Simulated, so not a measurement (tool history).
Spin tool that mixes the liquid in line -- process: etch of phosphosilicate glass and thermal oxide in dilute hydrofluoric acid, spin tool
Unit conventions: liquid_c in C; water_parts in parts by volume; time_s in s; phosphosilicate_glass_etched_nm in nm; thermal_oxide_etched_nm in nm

run	hour	liquid_c	water_parts	time_s	phosphosilicate_glass_etched_nm	thermal_oxide_etched_nm
1	0	25	90	30	26.983	1.6219
2	4.5	22	90	30	23.559	1.5163
3	6.9	22	115	30	17.975	1.1247
4	15.2	24.5	115	30	19.773	1.2152
5	18.7	25.5	105	30	22.764	1.453
6	26.7	27	100	30	25.749	1.5679
7	28.2	27	100	30	25.604	1.5971
8	35.9	28.5	95	30	28.7	1.7658
9	38.1	29.5	90	30	31.528	1.9669
10	41.6	30.5	90	30	32.843	2.0858

The next listed run, before its measurement:
11	48.7	31	90	30	?	?

phosphosilicate_glass_etched_nm: 33.227 nm
thermal_oxide_etched_nm: 2.1406 nm
